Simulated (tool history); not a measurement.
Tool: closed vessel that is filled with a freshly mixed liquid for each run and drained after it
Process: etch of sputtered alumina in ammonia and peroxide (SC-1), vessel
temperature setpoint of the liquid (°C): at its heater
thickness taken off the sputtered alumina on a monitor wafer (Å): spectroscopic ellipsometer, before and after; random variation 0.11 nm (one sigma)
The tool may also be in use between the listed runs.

run  hour  temperature setpoint of the liquid (°C)  parts of 29 % ammonia solution to one part of 30 % peroxide (parts by volume)  time in the liquid (s)  thickness taken off the sputtered alumina on a monitor wafer (Å)
  1   0.0                                     62.0                                                                           0.55                     145                                                            162.73
  2   2.2                                     62.0                                                                           0.45                     145                                                            156.73
  3   8.7                                     61.0                                                                           0.45                     145                                                            148.99
  4  16.1                                     61.0                                                                           0.45                     110                                                            113.38
  5  19.0                                     61.5                                                                           0.45                     110                                                            115.98
  6  26.1                                     65.0                                                                           0.45                     110                                                            138.95
  7  27.5                                     64.5                                                                           0.45                     110                                                            135.90

Forecast run 8:
  8  33.9                                     64.0                                                                           0.45                     110                                                                 ?

thickness taken off the sputtered alumina on a monitor wafer (Å): 134.89
